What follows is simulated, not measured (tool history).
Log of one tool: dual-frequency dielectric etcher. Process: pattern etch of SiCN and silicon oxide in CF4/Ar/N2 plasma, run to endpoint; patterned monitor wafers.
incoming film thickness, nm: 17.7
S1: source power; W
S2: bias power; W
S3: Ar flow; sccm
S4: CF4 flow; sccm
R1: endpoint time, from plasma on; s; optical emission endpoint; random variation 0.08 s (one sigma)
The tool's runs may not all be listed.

run	day	S1	S2	S3	S4	R1
1	0.000	580	58	125	59	21.553
2	0.150	600	58	125	59	20.765
3	0.346	600	58	117	59	20.742
4	0.621	600	58	138	59	21.199
5	0.883	620	58	138	59	20.620
6	1.196	620	52	138	59	21.136
7	1.529	620	52	138	59	21.066
8	1.758	640	52	138	59	20.326
9	1.879	650	52	138	59	20.107

Forecast run 10:
10	1.954	660	52	138	59	?

Run 10 gave R1 19.699 s.

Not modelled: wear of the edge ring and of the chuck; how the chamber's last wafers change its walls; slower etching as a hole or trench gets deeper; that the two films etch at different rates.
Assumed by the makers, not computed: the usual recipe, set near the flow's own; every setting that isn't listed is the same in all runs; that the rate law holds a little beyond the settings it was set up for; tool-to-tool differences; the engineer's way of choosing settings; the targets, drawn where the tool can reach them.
